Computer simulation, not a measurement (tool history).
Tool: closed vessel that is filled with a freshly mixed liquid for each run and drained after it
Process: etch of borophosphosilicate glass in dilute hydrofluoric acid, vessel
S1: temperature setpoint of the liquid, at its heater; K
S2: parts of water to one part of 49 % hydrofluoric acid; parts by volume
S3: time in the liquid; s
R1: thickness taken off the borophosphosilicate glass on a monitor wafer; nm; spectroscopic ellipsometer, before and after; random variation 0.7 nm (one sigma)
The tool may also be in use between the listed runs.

run,hour,S1,S2,S3,R1
1,0,295.15,120,105,61.909
2,7.7,292.65,120,105,56.42
3,10.7,292.65,120,105,56.615
4,15.9,292.65,120,105,56.655
# hour 19.1: hydrofluoric acid flow meter replaced
5,19.1,295.65,120,105,72.212
6,27.8,296.15,120,105,73.901
7,32.5,300.15,120,105,85.75

The next listed run, before its measurement:
8,39.1,301.15,120,105,?

Run 8 gave R1 90.069 nm.
